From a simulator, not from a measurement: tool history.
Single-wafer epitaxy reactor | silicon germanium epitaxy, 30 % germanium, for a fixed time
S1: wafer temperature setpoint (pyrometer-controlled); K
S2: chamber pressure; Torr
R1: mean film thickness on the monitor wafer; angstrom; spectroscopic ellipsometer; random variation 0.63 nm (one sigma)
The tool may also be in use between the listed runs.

| run | hour | S1 | S2 | R1 |
|---|---|---|---|---|
| 1 | 0.0 | 878.15 | 23.0 | 726.65 |
| 2 | 0.7 | 881.15 | 23.2 | 769.38 |
| 3 | 2.2 | 872.15 | 23.2 | 665.74 |
| 4 | 4.2 | 876.15 | 23.7 | 709.62 |
| 5 | 9.4 | 876.15 | 27.3 | 779.01 |
| 6 | 10.2 | 872.15 | 27.3 | 729.14 |

Forecast run 7:
| 7 | 15.9 | 876.15 | 27.4 | ? |

Run 7 gave R1 776.05 angstrom.

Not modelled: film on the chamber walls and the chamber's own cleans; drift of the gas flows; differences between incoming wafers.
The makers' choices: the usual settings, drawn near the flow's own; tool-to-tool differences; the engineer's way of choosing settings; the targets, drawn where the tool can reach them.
